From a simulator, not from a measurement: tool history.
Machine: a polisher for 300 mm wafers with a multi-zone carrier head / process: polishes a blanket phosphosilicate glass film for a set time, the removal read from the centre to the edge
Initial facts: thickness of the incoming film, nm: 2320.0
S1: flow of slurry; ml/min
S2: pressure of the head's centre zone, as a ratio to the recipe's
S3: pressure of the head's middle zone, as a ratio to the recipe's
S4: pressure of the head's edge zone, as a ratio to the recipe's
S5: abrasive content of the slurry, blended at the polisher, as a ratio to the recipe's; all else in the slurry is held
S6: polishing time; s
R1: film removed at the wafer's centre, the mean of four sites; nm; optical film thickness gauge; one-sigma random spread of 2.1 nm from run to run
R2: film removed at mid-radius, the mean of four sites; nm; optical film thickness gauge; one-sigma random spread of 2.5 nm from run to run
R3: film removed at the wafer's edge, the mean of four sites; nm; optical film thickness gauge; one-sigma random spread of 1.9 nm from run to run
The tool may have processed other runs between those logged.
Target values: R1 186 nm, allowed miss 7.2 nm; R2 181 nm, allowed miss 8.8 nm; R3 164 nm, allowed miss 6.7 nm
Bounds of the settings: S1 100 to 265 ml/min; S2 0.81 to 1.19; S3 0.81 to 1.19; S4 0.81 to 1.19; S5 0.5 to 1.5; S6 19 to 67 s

run  hour   S1    S2    S3    S4    S5  S6      R1      R2      R3
  1     0  170     1     1     1     1  43  225.93  224.06  223.53
  2   7.6  170     1     1     1  1.15  43  247.24  244.13   238.5
  3  14.6  195     1     1     1  1.15  43  256.51  241.09  240.26
  4  21.4  200     1  1.01  0.98   1.1  43  246.93  242.44  235.97
  5  26.9  160     1  1.01  0.98   1.1  43  238.03  241.83  227.92
  6  29.6  190     1  1.01  0.98   1.1  43  248.12     241  233.46
  7  30.3  190  1.01  1.01  0.96  1.05  43  246.28  241.75  223.12
  8  31.6  190  1.01  1.01  0.96  1.05  43  240.81  239.85   226.9
  9  36.1  190  1.02     1  0.95     1  42  236.44  225.16  210.94
 10  38.3  185  1.01  0.99  0.93  0.95  42  224.28  217.59  205.59
 11  45.4  180  1.06  1.01  0.84   0.7  40  184.08  169.62  150.25
 12  52.4  205  1.01  1.02  0.92   0.7  40   175.4  175.64  159.51

Which one of the following 5 next-run settings gets every result inside its allowed miss? There is exactly one.
  A  59.4  220  0.98     1  0.86   0.7  39   ?   ?   ?
  B  59.4  220  1.09  1.05  0.82   0.7  40   ?   ?   ?
  C  59.4  220  0.91  1.08  0.99  0.75  38   ?   ?   ?
  D  59.4  220  0.91     1  0.81  0.85  35   ?   ?   ?
  E  59.4  195  1.02  1.03  0.91  0.85  36   ?   ?   ?

move      R1      R2      R3
   A  169.71  171.23  148.17
   B  193.81  182.69   148.7
   C   161.5  186.99  161.97
   D  161.73  175.92  148.19
   E  183.14   182.1  158.51
A: misses by more than the last run did
B: takes the biggest miss from the last run beyond its target
C: misses by more than the last run did
D: misses by more than the last run did
E: all results land within tolerance of their targets
The move that meets every target is E.

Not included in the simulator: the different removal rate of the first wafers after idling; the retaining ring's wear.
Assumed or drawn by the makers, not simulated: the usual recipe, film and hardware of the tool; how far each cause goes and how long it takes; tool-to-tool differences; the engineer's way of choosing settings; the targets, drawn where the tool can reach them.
